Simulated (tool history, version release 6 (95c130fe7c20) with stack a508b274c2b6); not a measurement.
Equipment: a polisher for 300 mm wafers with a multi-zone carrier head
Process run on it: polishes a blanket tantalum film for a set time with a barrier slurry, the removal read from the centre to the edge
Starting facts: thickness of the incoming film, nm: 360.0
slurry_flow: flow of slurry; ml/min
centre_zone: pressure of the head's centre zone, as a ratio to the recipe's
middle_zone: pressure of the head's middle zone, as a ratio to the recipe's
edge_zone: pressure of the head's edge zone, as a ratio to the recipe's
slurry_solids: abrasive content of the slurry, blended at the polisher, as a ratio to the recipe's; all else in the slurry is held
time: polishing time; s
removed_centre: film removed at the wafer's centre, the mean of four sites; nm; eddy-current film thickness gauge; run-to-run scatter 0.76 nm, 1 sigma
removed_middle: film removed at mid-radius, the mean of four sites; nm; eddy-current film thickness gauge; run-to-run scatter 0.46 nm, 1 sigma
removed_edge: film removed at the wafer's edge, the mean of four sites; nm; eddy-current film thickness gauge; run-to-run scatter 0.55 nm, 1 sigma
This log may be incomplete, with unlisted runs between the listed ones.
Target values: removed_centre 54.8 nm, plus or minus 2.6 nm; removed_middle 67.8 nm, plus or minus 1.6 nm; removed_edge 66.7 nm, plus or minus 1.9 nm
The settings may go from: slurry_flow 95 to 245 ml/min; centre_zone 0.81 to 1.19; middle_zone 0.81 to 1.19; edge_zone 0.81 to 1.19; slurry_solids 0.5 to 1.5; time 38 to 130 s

{"run": 1, "day": 0.0, "slurry_flow": 155, "centre_zone": 1, "middle_zone": 1, "edge_zone": 1, "slurry_solids": 1, "time": 84, "removed_centre": 77.176, "removed_middle": 76, "removed_edge": 76.638}
{"run": 2, "day": 0.158, "slurry_flow": 155, "centre_zone": 1, "middle_zone": 1, "edge_zone": 0.92, "slurry_solids": 1, "time": 84, "removed_centre": 76.934, "removed_middle": 75.705, "removed_edge": 74.402}
{"run": 3, "day": 0.225, "slurry_flow": 155, "centre_zone": 0.94, "middle_zone": 1, "edge_zone": 0.92, "slurry_solids": 1, "time": 84, "removed_centre": 72.326, "removed_middle": 75.952, "removed_edge": 75.527}
{"run": 4, "day": 0.246, "slurry_flow": 150, "centre_zone": 0.92, "middle_zone": 1, "edge_zone": 0.91, "slurry_solids": 0.95, "time": 84, "removed_centre": 68.516, "removed_middle": 73.814, "removed_edge": 74.461}
{"run": 5, "day": 0.496, "slurry_flow": 150, "centre_zone": 0.98, "middle_zone": 1, "edge_zone": 0.91, "slurry_solids": 0.95, "time": 84, "removed_centre": 73.687, "removed_middle": 74.395, "removed_edge": 73.265}
{"run": 6, "day": 0.758, "slurry_flow": 145, "centre_zone": 0.95, "middle_zone": 1.01, "edge_zone": 0.9, "slurry_solids": 0.9, "time": 84, "removed_centre": 69.315, "removed_middle": 72.613, "removed_edge": 72.16}
{"run": 7, "day": 0.996, "slurry_flow": 140, "centre_zone": 0.93, "middle_zone": 1.02, "edge_zone": 0.89, "slurry_solids": 0.85, "time": 84, "removed_centre": 67.051, "removed_middle": 70.34, "removed_edge": 69.421}
{"run": 8, "day": 1.112, "slurry_flow": 135, "centre_zone": 0.91, "middle_zone": 1.03, "edge_zone": 0.9, "slurry_solids": 0.85, "time": 84, "removed_centre": 64.74, "removed_middle": 71.39, "removed_edge": 69.475}
{"run": 9, "day": 1.221, "slurry_flow": 130, "centre_zone": 0.89, "middle_zone": 1.03, "edge_zone": 0.9, "slurry_solids": 0.85, "time": 84, "removed_centre": 63.039, "removed_middle": 70.923, "removed_edge": 69.296}
{"run": 10, "day": 1.492, "slurry_flow": 100, "centre_zone": 0.81, "middle_zone": 1.04, "edge_zone": 0.9, "slurry_solids": 0.8, "time": 84, "removed_centre": 52.393, "removed_middle": 65.791, "removed_edge": 64.72}
{"day": 1.546, "done": "worn pad replaced by a new one"}
{"run": 11, "day": 1.546, "slurry_flow": 105, "centre_zone": 0.81, "middle_zone": 1.04, "edge_zone": 0.9, "slurry_solids": 0.8, "time": 84, "removed_centre": 58.6, "removed_middle": 75.304, "removed_edge": 74.101}
{"run": 12, "day": 1.675, "slurry_flow": 105, "centre_zone": 0.81, "middle_zone": 1.04, "edge_zone": 0.9, "slurry_solids": 0.8, "time": 84, "removed_centre": 59.616, "removed_middle": 75.187, "removed_edge": 73.618}
{"run": 13, "day": 1.938, "slurry_flow": 105, "centre_zone": 0.81, "middle_zone": 1.04, "edge_zone": 0.89, "slurry_solids": 0.8, "time": 84, "removed_centre": 60.761, "removed_middle": 74.462, "removed_edge": 73.998}
{"run": 14, "day": 2.262, "slurry_flow": 95, "centre_zone": 0.81, "middle_zone": 1.05, "edge_zone": 0.88, "slurry_solids": 0.55, "time": 82, "removed_centre": 48.107, "removed_middle": 60.645, "removed_edge": 58.33}

Exercise: of the 4 proposed moves below, exactly one satisfies all targets within the stated allowed misses. Which move is it?
{"run": "A", "day": 2.588, "slurry_flow": 115, "centre_zone": 0.93, "middle_zone": 1.19, "edge_zone": 0.81, "slurry_solids": 0.5, "time": 70, "removed_centre": "?", "removed_middle": "?", "removed_edge": "?"}
{"run": "B", "day": 2.588, "slurry_flow": 100, "centre_zone": 1.04, "middle_zone": 0.85, "edge_zone": 0.93, "slurry_solids": 0.55, "time": 86, "removed_centre": "?", "removed_middle": "?", "removed_edge": "?"}
{"run": "C", "day": 2.588, "slurry_flow": 115, "centre_zone": 0.81, "middle_zone": 1.02, "edge_zone": 0.88, "slurry_solids": 0.6, "time": 87, "removed_centre": "?", "removed_middle": "?", "removed_edge": "?"}
{"run": "D", "day": 2.588, "slurry_flow": 95, "centre_zone": 0.81, "middle_zone": 1, "edge_zone": 0.87, "slurry_solids": 0.5, "time": 83, "removed_centre": "?", "removed_middle": "?", "removed_edge": "?"}

move=A removed_centre=45.006 removed_middle=56.349 removed_edge=46.709
move=B removed_centre=62.673 removed_middle=53.58 removed_edge=62.701
move=C removed_centre=54.887 removed_middle=68.47 removed_edge=66.659
move=D removed_centre=44.694 removed_middle=55.182 removed_edge=55.179
A: its largest miss is bigger than the last run's
B: its largest miss is bigger than the last run's
C: every result lands within tolerance
D: its largest miss is bigger than the last run's
C meets every target.
